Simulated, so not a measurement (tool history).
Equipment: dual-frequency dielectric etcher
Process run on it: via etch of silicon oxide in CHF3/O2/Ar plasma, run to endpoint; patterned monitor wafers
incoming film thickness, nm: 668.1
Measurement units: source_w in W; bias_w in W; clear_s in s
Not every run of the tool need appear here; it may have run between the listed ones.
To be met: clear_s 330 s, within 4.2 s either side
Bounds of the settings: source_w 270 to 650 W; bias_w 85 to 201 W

{"run": 1, "hour": 0.0, "source_w": 460, "bias_w": 143, "clear_s": 386.91}
{"run": 2, "hour": 3.7, "source_w": 460, "bias_w": 157, "clear_s": 372.14}
{"run": 3, "hour": 8.2, "source_w": 460, "bias_w": 135, "clear_s": 395.75}
{"run": 4, "hour": 16.5, "source_w": 500, "bias_w": 135, "clear_s": 382.64}
{"run": 5, "hour": 19.3, "source_w": 530, "bias_w": 137, "clear_s": 373.36}
{"run": 6, "hour": 25.0, "source_w": 530, "bias_w": 153, "clear_s": 357.98}
{"run": 7, "hour": 33.4, "source_w": 550, "bias_w": 154, "clear_s": 350.27}
{"run": 8, "hour": 37.4, "source_w": 560, "bias_w": 154, "clear_s": 350.58}
{"run": 9, "hour": 43.2, "source_w": 580, "bias_w": 154, "clear_s": 345.61}
{"run": 10, "hour": 46.3, "source_w": 590, "bias_w": 154, "clear_s": 343.93}
{"run": 11, "hour": 48.7, "source_w": 600, "bias_w": 154, "clear_s": 340.46}
{"run": 12, "hour": 50.0, "source_w": 610, "bias_w": 154, "clear_s": 338.2}
{"run": 13, "hour": 59.0, "source_w": 620, "bias_w": 154, "clear_s": 335.7}
{"run": 14, "hour": 65.9, "source_w": 630, "bias_w": 154, "clear_s": 334.46}

Which of these 5 next moves meets every target?
{"run": "A", "hour": 72.8, "source_w": 570, "bias_w": 176, "clear_s": "?"}
{"run": "B", "hour": 72.8, "source_w": 620, "bias_w": 150, "clear_s": "?"}
{"run": "C", "hour": 72.8, "source_w": 610, "bias_w": 150, "clear_s": "?"}
{"run": "D", "hour": 72.8, "source_w": 620, "bias_w": 148, "clear_s": "?"}
{"run": "E", "hour": 72.8, "source_w": 610, "bias_w": 153, "clear_s": "?"}

move=A clear_s=328.19
move=B clear_s=339.52
move=C clear_s=341.53
move=D clear_s=341.35
move=E clear_s=338.84
A: each result inside its tolerance
B: its largest miss is bigger than the last run's
C: its largest miss is bigger than the last run's
D: its largest miss is bigger than the last run's
E: its largest miss is bigger than the last run's
Move A is the one to make.
